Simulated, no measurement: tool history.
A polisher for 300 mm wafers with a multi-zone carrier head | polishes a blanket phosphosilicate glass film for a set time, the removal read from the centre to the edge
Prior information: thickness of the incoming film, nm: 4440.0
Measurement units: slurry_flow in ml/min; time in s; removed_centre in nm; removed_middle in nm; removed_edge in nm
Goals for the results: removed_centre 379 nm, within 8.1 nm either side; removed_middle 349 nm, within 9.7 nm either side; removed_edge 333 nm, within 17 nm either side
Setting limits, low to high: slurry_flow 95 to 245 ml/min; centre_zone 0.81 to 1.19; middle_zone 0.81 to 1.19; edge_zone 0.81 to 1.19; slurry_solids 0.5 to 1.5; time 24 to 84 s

Run 1, hour 0: slurry_flow 155 ml/min, centre_zone 1, middle_zone 1, edge_zone 1, slurry_solids 1, time 54 s. Result: removed_centre 544.8 nm, removed_middle 546.64 nm, removed_edge 539.29 nm.
Run 2, hour 7: slurry_flow 155 ml/min, centre_zone 1.01, middle_zone 0.98, edge_zone 0.94, slurry_solids 0.85, time 52 s. Result: removed_centre 474.6 nm, removed_middle 458.68 nm, removed_edge 458 nm.
Run 3, hour 15.8: slurry_flow 155 ml/min, centre_zone 1.01, middle_zone 0.95, edge_zone 0.94, slurry_solids 0.85, time 52 s. Result: removed_centre 480.81 nm, removed_middle 449.98 nm, removed_edge 455.67 nm.
Run 4, hour 17.1: slurry_flow 155 ml/min, centre_zone 1.01, middle_zone 0.95, edge_zone 0.9, slurry_solids 0.75, time 52 s. Result: removed_centre 434.34 nm, removed_middle 405.57 nm, removed_edge 413.27 nm.
Run 5, hour 23.6: slurry_flow 155 ml/min, centre_zone 1.02, middle_zone 0.96, edge_zone 0.87, slurry_solids 0.7, time 52 s. Result: removed_centre 415.61 nm, removed_middle 392.05 nm, removed_edge 372.58 nm.
Run 6, hour 27.6: slurry_flow 155 ml/min, centre_zone 1.02, middle_zone 0.96, edge_zone 0.87, slurry_solids 0.7, time 43 s. Result: removed_centre 339.07 nm, removed_middle 321.49 nm, removed_edge 313.58 nm.
Run 7, hour 30.6: slurry_flow 175 ml/min, centre_zone 1.03, middle_zone 0.96, edge_zone 0.87, slurry_solids 0.7, time 43 s. Result: removed_centre 351.37 nm, removed_middle 328.69 nm, removed_edge 313.97 nm.
Run 8, hour 33.9: slurry_flow 185 ml/min, centre_zone 1.03, middle_zone 0.96, edge_zone 0.89, slurry_solids 0.7, time 43 s. Result: removed_centre 358.96 nm, removed_middle 330 nm, removed_edge 320.23 nm.
Run 9, hour 38.3: slurry_flow 220 ml/min, centre_zone 1.03, middle_zone 0.99, edge_zone 0.91, slurry_solids 0.7, time 43 s. Result: removed_centre 363.93 nm, removed_middle 347.81 nm, removed_edge 326.25 nm.
Run 10, hour 44.4: slurry_flow 220 ml/min, centre_zone 1.04, middle_zone 0.99, edge_zone 0.92, slurry_solids 0.7, time 43 s. Result: removed_centre 368.99 nm, removed_middle 341.72 nm, removed_edge 327.64 nm.

Of the 5 settings listed for the next run, only one would bring every result within its allowed miss of target. Which one?
Run A, hour 50.5: slurry_flow 225 ml/min, centre_zone 1.14, middle_zone 1.03, edge_zone 0.84, slurry_solids 0.8, time 37 s. Result: removed_centre ?, removed_middle ?, removed_edge ?.
Run B, hour 50.5: slurry_flow 235 ml/min, centre_zone 1.19, middle_zone 1.05, edge_zone 0.84, slurry_solids 0.65, time 44 s. Result: removed_centre ?, removed_middle ?, removed_edge ?.
Run C, hour 50.5: slurry_flow 240 ml/min, centre_zone 1.08, middle_zone 1.01, edge_zone 0.96, slurry_solids 0.5, time 62 s. Result: removed_centre ?, removed_middle ?, removed_edge ?.
Run D, hour 50.5: slurry_flow 185 ml/min, centre_zone 1.12, middle_zone 0.92, edge_zone 0.9, slurry_solids 0.8, time 40 s. Result: removed_centre ?, removed_middle ?, removed_edge ?.
Run E, hour 50.5: slurry_flow 205 ml/min, centre_zone 1.13, middle_zone 0.94, edge_zone 0.92, slurry_solids 0.7, time 44 s. Result: removed_centre ?, removed_middle ?, removed_edge ?.

move  removed_centre  removed_middle  removed_edge
   A          387.11          344.07        308.14
   B          402.37          348.21        306.38
   C          377.58           347.8        335.11
   D          398.92          329.34        336.89
   E          402.21           334.5        337.99
A: carries the result that was furthest off beyond its target, to the other side
B: carries the result that was furthest off beyond its target, to the other side
C: meets every target
D: carries the result that was furthest off beyond its target, to the other side
E: carries the result that was furthest off beyond its target, to the other side
Correct choice: C, which meets every target
